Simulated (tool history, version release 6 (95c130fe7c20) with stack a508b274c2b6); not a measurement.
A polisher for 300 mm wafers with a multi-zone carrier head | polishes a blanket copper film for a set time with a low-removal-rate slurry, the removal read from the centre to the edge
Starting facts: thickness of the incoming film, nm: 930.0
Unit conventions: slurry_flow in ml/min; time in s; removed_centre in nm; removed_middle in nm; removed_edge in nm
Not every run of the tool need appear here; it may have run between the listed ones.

Run 1, hour 0.0: slurry_flow 275 ml/min, centre_zone 1.00, middle_zone 1.00, edge_zone 1.00, slurry_solids 1.00, time 56 s. Result: removed_centre 257.73 nm, removed_middle 251.41 nm, removed_edge 251.31 nm.
Run 2, hour 8.3: slurry_flow 270 ml/min, centre_zone 0.99, middle_zone 0.98, edge_zone 1.00, slurry_solids 0.95, time 55 s. Result: removed_centre 247.50 nm, removed_middle 239.75 nm, removed_edge 240.68 nm.
Run 3, hour 12.3: slurry_flow 270 ml/min, centre_zone 0.99, middle_zone 0.98, edge_zone 1.00, slurry_solids 0.95, time 66 s. Result: removed_centre 291.05 nm, removed_middle 289.37 nm, removed_edge 293.81 nm.
Run 4, hour 13.6: slurry_flow 265 ml/min, centre_zone 0.98, middle_zone 0.96, edge_zone 1.01, slurry_solids 0.90, time 64 s. Result: removed_centre 282.05 nm, removed_middle 272.05 nm, removed_edge 277.21 nm.
Run 5, hour 20.7: slurry_flow 260 ml/min, centre_zone 0.96, middle_zone 0.95, edge_zone 1.03, slurry_solids 0.90, time 62 s. Result: removed_centre 262.41 nm, removed_middle 256.03 nm, removed_edge 274.34 nm.
Run 6, hour 26.1: slurry_flow 255 ml/min, centre_zone 0.95, middle_zone 0.94, edge_zone 1.03, slurry_solids 0.85, time 61 s. Result: removed_centre 250.00 nm, removed_middle 247.60 nm, removed_edge 270.48 nm.
Run 7, hour 34.8: slurry_flow 255 ml/min, centre_zone 0.94, middle_zone 0.93, edge_zone 1.02, slurry_solids 0.80, time 60 s. Result: removed_centre 243.20 nm, removed_middle 239.62 nm, removed_edge 263.04 nm.
Run 8, hour 39.7: slurry_flow 255 ml/min, centre_zone 0.93, middle_zone 0.92, edge_zone 1.01, slurry_solids 0.75, time 59 s. Result: removed_centre 228.66 nm, removed_middle 226.42 nm, removed_edge 251.37 nm.

Predict the results of run 9:
Run 9, hour 46.4: slurry_flow 255 ml/min, centre_zone 0.93, middle_zone 0.91, edge_zone 1.00, slurry_solids 0.70, time 58 s. Result: removed_centre ?, removed_middle ?, removed_edge ?.

removed_centre: 221.48 nm
removed_middle: 224.08 nm
removed_edge: 244.74 nm

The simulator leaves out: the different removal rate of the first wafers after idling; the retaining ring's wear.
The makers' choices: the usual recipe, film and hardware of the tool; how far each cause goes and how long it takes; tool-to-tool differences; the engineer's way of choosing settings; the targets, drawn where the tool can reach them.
